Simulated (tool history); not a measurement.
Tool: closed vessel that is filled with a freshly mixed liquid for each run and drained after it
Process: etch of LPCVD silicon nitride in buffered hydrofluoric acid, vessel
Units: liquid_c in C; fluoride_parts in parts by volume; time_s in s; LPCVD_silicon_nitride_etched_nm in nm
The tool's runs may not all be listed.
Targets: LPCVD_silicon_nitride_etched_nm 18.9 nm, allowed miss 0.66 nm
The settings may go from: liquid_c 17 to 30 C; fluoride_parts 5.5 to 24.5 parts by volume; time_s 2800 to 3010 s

run,day,liquid_c,fluoride_parts,time_s,LPCVD_silicon_nitride_etched_nm
1,0,22,15,2800,19.852
2,0.092,23.5,15,2800,21.582
3,0.458,22.5,15,2800,20.639
4,0.575,22,15,2800,19.445
5,0.888,22,12.5,2800,23.438
6,1.104,21,12.5,2800,22.513
7,1.438,20,12.5,2800,21.111
# day 1.692: thermometer replaced
8,1.692,19.5,12.5,2800,22.941
9,1.996,19,13.5,2800,20.286
10,2.271,18.5,13.5,2800,19.985

Which of these 5 next moves meets every target?
A,2.546,17,12.5,3010,?
B,2.546,19,13.5,2940,?
C,2.546,18.5,12.5,2800,?
D,2.546,19.5,13.5,2825,?
E,2.546,20.5,17,2960,?

move,LPCVD_silicon_nitride_etched_nm
A,21.102
B,21.412
C,21.378
D,21.162
E,18.693
A: further off than the last run
B: further off than the last run
C: further off than the last run
D: further off than the last run
E: meets every target
The right move is E.

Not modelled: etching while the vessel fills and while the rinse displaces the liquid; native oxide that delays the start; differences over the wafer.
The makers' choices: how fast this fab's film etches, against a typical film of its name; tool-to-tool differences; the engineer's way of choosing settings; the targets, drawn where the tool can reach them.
